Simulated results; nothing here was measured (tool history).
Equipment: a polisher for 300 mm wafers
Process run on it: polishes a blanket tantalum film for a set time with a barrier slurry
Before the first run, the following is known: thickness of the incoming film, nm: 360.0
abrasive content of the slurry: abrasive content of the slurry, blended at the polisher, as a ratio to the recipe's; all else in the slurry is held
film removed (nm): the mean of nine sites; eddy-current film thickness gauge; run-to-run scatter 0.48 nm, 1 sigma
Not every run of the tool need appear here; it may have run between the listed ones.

| run | hour | flow of slurry (ml/min) | pressure of the wafer on the pad (psi) | speed of the pad under the wafer (m/s) | abrasive content of the slurry | polishing time (s) | film removed (nm) |
|---|---|---|---|---|---|---|---|
| 1 | 0.0 | 245 | 1.6 | 0.90 | 1.00 | 51 | 58.505 |
| 2 | 1.8 | 195 | 1.6 | 0.90 | 1.00 | 51 | 57.586 |
| 3 | 10.1 | 195 | 1.7 | 0.90 | 1.00 | 51 | 59.780 |
| 4 | 18.6 | 220 | 1.7 | 0.90 | 1.00 | 51 | 61.528 |
| 5 | 24.9 | 220 | 1.7 | 0.90 | 1.00 | 51 | 60.884 |
| 6 | 27.5 | 220 | 1.7 | 0.90 | 0.85 | 51 | 57.682 |
| 7 | 30.3 | 225 | 1.8 | 0.90 | 0.85 | 51 | 61.318 |

Expected results for the next run?
| 8 | 34.7 | 230 | 1.8 | 0.90 | 0.85 | 51 | ? |

film removed (nm): 60.452
